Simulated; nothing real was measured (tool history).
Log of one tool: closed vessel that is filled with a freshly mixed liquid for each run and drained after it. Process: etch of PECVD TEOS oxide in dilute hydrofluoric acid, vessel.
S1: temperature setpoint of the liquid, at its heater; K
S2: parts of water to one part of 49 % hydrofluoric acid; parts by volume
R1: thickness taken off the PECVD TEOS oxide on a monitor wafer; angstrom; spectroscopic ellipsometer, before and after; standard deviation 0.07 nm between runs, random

run 1 day=0 | S1=296.15 S2=175 time_in_the_liquid_(s)=250 | R1=304.73
run 2 day=0.367 | S1=294.65 S2=195 time_in_the_liquid_(s)=250 | R1=251.27
run 3 day=0.608 | S1=294.65 S2=150 time_in_the_liquid_(s)=250 | R1=347.84
run 4 day=0.975 | S1=291.15 S2=150 time_in_the_liquid_(s)=250 | R1=300.7
run 5 day=1.133 | S1=293.15 S2=150 time_in_the_liquid_(s)=250 | R1=328.79
run 6 day=1.183 | S1=293.15 S2=125 time_in_the_liquid_(s)=250 | R1=399.72
run 7 day=1.342 | S1=292.15 S2=155 time_in_the_liquid_(s)=250 | R1=300.33
run 8 day=1.362 | S1=291.65 S2=180 time_in_the_liquid_(s)=250 | R1=250.65

Run 9 is up next; what results do you expect?
run 9 day=1.738 | S1=291.15 S2=200 time_in_the_liquid_(s)=250 | R1=?

R1: 213.18 angstrom
